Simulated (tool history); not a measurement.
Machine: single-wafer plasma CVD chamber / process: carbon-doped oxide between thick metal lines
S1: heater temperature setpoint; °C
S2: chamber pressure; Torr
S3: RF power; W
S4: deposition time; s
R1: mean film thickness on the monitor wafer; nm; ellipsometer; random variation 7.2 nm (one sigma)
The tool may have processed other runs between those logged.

| run | day | S1 | S2 | S3 | S4 | R1 |
|---|---|---|---|---|---|---|
| 1 | 0.000 | 335 | 4.71 | 640 | 241 | 1599.2 |
| 2 | 0.321 | 339 | 4.71 | 640 | 241 | 1575.6 |
| 3 | 0.621 | 345 | 4.71 | 640 | 241 | 1538.0 |
| 4 | 0.696 | 339 | 4.71 | 640 | 241 | 1573.0 |
| 5 | 0.858 | 339 | 4.71 | 640 | 241 | 1572.3 |
| 6 | 1.017 | 341 | 4.65 | 640 | 241 | 1562.7 |
| 7 | 1.192 | 342 | 4.59 | 640 | 241 | 1552.0 |
| 8 | 1.492 | 343 | 4.54 | 640 | 241 | 1553.6 |

Run 9, settings as shown, results not yet in. Your forecast:
| 9 | 1.612 | 344 | 4.51 | 635 | 241 | ? |

R1: 1530.4 nm
